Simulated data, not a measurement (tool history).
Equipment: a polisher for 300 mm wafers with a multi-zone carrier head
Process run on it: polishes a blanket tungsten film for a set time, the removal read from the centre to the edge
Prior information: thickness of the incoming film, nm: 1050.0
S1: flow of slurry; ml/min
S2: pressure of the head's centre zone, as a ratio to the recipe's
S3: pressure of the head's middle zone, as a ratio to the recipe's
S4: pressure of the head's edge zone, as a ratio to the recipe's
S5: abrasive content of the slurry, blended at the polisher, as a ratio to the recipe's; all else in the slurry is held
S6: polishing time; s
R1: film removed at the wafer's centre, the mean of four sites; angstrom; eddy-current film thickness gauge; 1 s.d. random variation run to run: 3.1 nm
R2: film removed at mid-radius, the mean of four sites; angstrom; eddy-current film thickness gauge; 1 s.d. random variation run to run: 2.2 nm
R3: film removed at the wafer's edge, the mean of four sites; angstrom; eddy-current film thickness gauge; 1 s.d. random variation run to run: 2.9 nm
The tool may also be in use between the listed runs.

run	hour	S1	S2	S3	S4	S5	S6	R1	R2	R3
1	0.0	300	1.00	1.00	1.00	1.00	79	4103.4	4036.3	4091.6
2	7.6	300	1.00	1.00	1.00	1.00	88	4599.2	4480.8	4645.6
3	8.9	300	1.00	1.04	1.00	1.00	88	4564.0	4620.5	4577.0
4	16.6	300	1.00	1.04	1.00	0.80	88	4416.4	4414.1	4437.3
5	17.9	360	1.00	1.04	1.00	0.80	88	4523.3	4558.7	4533.2
6	20.8	360	1.00	1.04	1.00	0.80	99	5140.4	5081.1	5025.1

Run 7 is up next; what results do you expect?
7	29.7	350	0.99	1.00	0.98	0.75	97	?	?	?

Run 7 came out at R1 4844.8 angstrom, R2 4817.0 angstrom, R3 4887.9 angstrom.
